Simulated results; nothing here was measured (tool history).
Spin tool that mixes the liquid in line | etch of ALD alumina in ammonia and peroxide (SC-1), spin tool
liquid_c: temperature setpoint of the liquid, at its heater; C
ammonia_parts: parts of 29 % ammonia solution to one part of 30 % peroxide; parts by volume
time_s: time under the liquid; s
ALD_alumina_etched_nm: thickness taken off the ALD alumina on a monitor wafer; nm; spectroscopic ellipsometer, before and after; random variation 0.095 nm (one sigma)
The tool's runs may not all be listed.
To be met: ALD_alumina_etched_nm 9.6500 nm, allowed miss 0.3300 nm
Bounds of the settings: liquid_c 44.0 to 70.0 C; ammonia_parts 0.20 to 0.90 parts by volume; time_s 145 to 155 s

{"run": 1, "hour": 0.0, "liquid_c": 60.0, "ammonia_parts": 0.5, "time_s": 145, "ALD_alumina_etched_nm": 15.756}
{"run": 2, "hour": 8.5, "liquid_c": 60.0, "ammonia_parts": 0.35, "time_s": 145, "ALD_alumina_etched_nm": 15.655}
{"run": 3, "hour": 14.5, "liquid_c": 58.0, "ammonia_parts": 0.35, "time_s": 145, "ALD_alumina_etched_nm": 13.662}
{"run": 4, "hour": 21.0, "liquid_c": 58.0, "ammonia_parts": 0.35, "time_s": 145, "ALD_alumina_etched_nm": 13.778}
{"run": 5, "hour": 28.0, "liquid_c": 65.0, "ammonia_parts": 0.35, "time_s": 145, "ALD_alumina_etched_nm": 19.695}
{"run": 6, "hour": 35.0, "liquid_c": 65.0, "ammonia_parts": 0.35, "time_s": 155, "ALD_alumina_etched_nm": 21.174}
{"run": 7, "hour": 38.5, "liquid_c": 62.0, "ammonia_parts": 0.35, "time_s": 155, "ALD_alumina_etched_nm": 18.015}
{"run": 8, "hour": 39.7, "liquid_c": 59.5, "ammonia_parts": 0.35, "time_s": 155, "ALD_alumina_etched_nm": 15.811}

Which of these 5 next moves meets every target?
{"run": "A", "hour": 40.9, "liquid_c": 54.5, "ammonia_parts": 0.4, "time_s": 145, "ALD_alumina_etched_nm": "?"}
{"run": "B", "hour": 40.9, "liquid_c": 51.5, "ammonia_parts": 0.3, "time_s": 145, "ALD_alumina_etched_nm": "?"}
{"run": "C", "hour": 40.9, "liquid_c": 52.5, "ammonia_parts": 0.3, "time_s": 145, "ALD_alumina_etched_nm": "?"}
{"run": "D", "hour": 40.9, "liquid_c": 64.0, "ammonia_parts": 0.4, "time_s": 155, "ALD_alumina_etched_nm": "?"}
{"run": "E", "hour": 40.9, "liquid_c": 49.5, "ammonia_parts": 0.35, "time_s": 145, "ALD_alumina_etched_nm": "?"}

move=A ALD_alumina_etched_nm=11.6750
move=B ALD_alumina_etched_nm=9.6654
move=C ALD_alumina_etched_nm=10.2040
move=D ALD_alumina_etched_nm=20.3770
move=E ALD_alumina_etched_nm=8.7896
A: nearer than the last run, and not there yet
B: meets every target
C: nearer than the last run, and not there yet
D: further off than the last run
E: takes the result that was furthest off past its target
Answer: B

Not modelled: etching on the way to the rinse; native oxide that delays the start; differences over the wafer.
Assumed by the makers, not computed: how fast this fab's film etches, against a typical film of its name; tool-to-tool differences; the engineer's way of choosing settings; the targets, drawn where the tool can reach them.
